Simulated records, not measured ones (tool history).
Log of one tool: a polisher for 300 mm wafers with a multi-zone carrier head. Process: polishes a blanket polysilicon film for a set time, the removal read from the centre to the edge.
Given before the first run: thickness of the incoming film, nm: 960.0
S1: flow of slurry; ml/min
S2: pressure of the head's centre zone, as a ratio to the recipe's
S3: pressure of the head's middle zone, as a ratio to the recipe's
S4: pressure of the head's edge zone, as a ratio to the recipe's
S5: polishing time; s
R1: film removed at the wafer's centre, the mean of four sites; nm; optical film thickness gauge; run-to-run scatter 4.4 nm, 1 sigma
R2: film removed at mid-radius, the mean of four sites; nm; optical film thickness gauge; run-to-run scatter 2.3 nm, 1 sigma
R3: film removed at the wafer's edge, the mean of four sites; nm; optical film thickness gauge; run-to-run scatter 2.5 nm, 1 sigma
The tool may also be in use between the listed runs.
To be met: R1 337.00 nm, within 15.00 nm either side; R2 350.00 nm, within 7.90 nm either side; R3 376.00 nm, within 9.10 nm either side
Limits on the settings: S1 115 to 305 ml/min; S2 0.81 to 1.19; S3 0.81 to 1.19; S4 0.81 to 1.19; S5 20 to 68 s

| run | hour | S1 | S2 | S3 | S4 | S5 | R1 | R2 | R3 |
|---|---|---|---|---|---|---|---|---|---|
| 1 | 0.0 | 195 | 1.00 | 1.00 | 1.00 | 44 | 272.52 | 274.33 | 264.07 |
| 2 | 7.3 | 195 | 1.00 | 1.00 | 1.06 | 44 | 276.15 | 273.22 | 270.99 |
| 3 | 12.6 | 195 | 1.00 | 1.00 | 1.14 | 44 | 271.96 | 276.06 | 283.20 |
| 4 | 13.3 | 195 | 1.00 | 1.00 | 1.14 | 52 | 318.87 | 325.41 | 335.83 |
| 5 | 17.6 | 205 | 0.99 | 1.00 | 1.15 | 52 | 326.82 | 331.51 | 336.13 |
| 6 | 25.8 | 205 | 0.99 | 1.00 | 1.15 | 48 | 291.34 | 299.94 | 311.49 |
| 7 | 29.9 | 215 | 0.99 | 1.00 | 1.16 | 49 | 302.53 | 311.40 | 318.89 |
| 8 | 35.1 | 210 | 0.99 | 1.00 | 1.16 | 50 | 296.46 | 313.66 | 324.22 |
| 9 | 39.0 | 210 | 0.99 | 1.00 | 1.16 | 51 | 309.85 | 318.88 | 334.62 |
| 10 | 42.5 | 215 | 0.99 | 1.00 | 1.16 | 52 | 313.87 | 326.29 | 339.36 |
| 11 | 43.5 | 215 | 0.99 | 1.00 | 1.16 | 53 | 318.71 | 331.08 | 345.71 |
| 12 | 48.8 | 215 | 0.99 | 1.00 | 1.16 | 54 | 337.63 | 340.99 | 352.51 |
| 13 | 53.5 | 215 | 0.98 | 1.00 | 1.16 | 54 | 328.96 | 336.72 | 352.42 |

Exactly one of the 5 candidate moves below puts every result within its allowed miss. Which one?
| A | 58.2 | 240 | 0.97 | 0.98 | 1.19 | 56 | ? | ? | ? |
| B | 58.2 | 215 | 1.03 | 1.10 | 1.10 | 52 | ? | ? | ? |
| C | 58.2 | 215 | 0.97 | 0.84 | 1.19 | 57 | ? | ? | ? |
| D | 58.2 | 220 | 1.01 | 0.88 | 1.16 | 57 | ? | ? | ? |
| E | 58.2 | 230 | 1.03 | 1.12 | 1.06 | 52 | ? | ? | ? |

| move | R1 | R2 | R3 |
|---|---|---|---|
| A | 337.19 | 349.15 | 372.53 |
| B | 327.95 | 348.10 | 329.42 |
| C | 339.33 | 317.52 | 377.10 |
| D | 353.28 | 327.99 | 372.50 |
| E | 330.13 | 354.68 | 324.68 |
A: meets every target
B: moves away from the targets compared with the last run
C: the furthest-off result lands on target, but another misses its tolerance
D: the furthest-off result lands on target, but another misses its tolerance
E: moves away from the targets compared with the last run
A meets every target.

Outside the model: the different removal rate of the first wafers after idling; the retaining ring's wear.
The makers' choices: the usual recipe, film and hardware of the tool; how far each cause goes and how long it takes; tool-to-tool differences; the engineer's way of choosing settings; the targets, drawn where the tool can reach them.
